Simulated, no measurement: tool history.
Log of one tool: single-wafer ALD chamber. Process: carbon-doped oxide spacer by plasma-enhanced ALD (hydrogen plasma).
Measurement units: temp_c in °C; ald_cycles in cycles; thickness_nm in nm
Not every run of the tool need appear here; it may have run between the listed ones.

| run | hour | temp_c | ald_cycles | thickness_nm |
|---|---|---|---|---|
| 1 | 0.0 | 400 | 473 | 25.661 |
| 2 | 7.0 | 400 | 521 | 28.556 |
| 3 | 9.4 | 401 | 471 | 25.490 |
| 4 | 11.3 | 401 | 513 | 27.814 |
| 5 | 15.5 | 409 | 513 | 27.105 |
| 6 | 20.3 | 417 | 513 | 26.084 |

Run 7 is up next; what results do you expect?
| 7 | 30.0 | 419 | 478 | ? |

thickness_nm: 24.435 nm

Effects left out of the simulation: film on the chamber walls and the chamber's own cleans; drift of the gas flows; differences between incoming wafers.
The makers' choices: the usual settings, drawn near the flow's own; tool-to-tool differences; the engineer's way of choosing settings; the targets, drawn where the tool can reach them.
